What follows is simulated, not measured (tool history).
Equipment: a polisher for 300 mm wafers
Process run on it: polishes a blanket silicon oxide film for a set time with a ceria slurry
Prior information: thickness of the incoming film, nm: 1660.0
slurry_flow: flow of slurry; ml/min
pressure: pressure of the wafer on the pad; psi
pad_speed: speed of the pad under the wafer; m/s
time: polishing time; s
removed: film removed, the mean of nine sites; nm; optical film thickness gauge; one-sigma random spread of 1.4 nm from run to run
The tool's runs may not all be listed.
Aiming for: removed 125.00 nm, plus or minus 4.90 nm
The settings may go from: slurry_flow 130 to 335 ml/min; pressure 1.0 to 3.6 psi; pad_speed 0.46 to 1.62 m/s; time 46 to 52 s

{"run": 1, "day": 0.0, "slurry_flow": 215, "pressure": 2.3, "pad_speed": 1.04, "time": 52, "removed": 201.87}
{"run": 2, "day": 0.225, "slurry_flow": 190, "pressure": 2.3, "pad_speed": 1.04, "time": 52, "removed": 199.61}
{"run": 3, "day": 0.3, "slurry_flow": 190, "pressure": 2.3, "pad_speed": 1.28, "time": 52, "removed": 233.26}
{"run": 4, "day": 0.429, "slurry_flow": 135, "pressure": 2.3, "pad_speed": 1.28, "time": 52, "removed": 226.67}
{"run": 5, "day": 0.488, "slurry_flow": 130, "pressure": 2.3, "pad_speed": 1.28, "time": 52, "removed": 225.49}
{"run": 6, "day": 0.738, "slurry_flow": 130, "pressure": 2.3, "pad_speed": 1.28, "time": 52, "removed": 221.26}
{"run": 7, "day": 1.058, "slurry_flow": 130, "pressure": 2.0, "pad_speed": 1.26, "time": 52, "removed": 195.41}
{"run": 8, "day": 1.279, "slurry_flow": 130, "pressure": 2.0, "pad_speed": 1.26, "time": 52, "removed": 190.2}

Next run, 4 choices. One meets every target within its allowed miss, the rest don't. Which?
{"run": "A", "day": 1.5, "slurry_flow": 130, "pressure": 1.4, "pad_speed": 1.18, "time": 46, "removed": "?"}
{"run": "B", "day": 1.5, "slurry_flow": 130, "pressure": 1.7, "pad_speed": 1.04, "time": 46, "removed": "?"}
{"run": "C", "day": 1.5, "slurry_flow": 130, "pressure": 1.3, "pad_speed": 1.14, "time": 49, "removed": "?"}
{"run": "D", "day": 1.5, "slurry_flow": 130, "pressure": 1.5, "pad_speed": 1.04, "time": 46, "removed": "?"}

move=A removed=116.64
move=B removed=127.16
move=C removed=112.68
move=D removed=112.80
A: the result that was furthest off in the last run now lies on the other side of its target
B: hits every target within its allowed miss
C: the result that was furthest off in the last run now lies on the other side of its target
D: the result that was furthest off in the last run now lies on the other side of its target
B is the move that brings every result within its allowed miss.
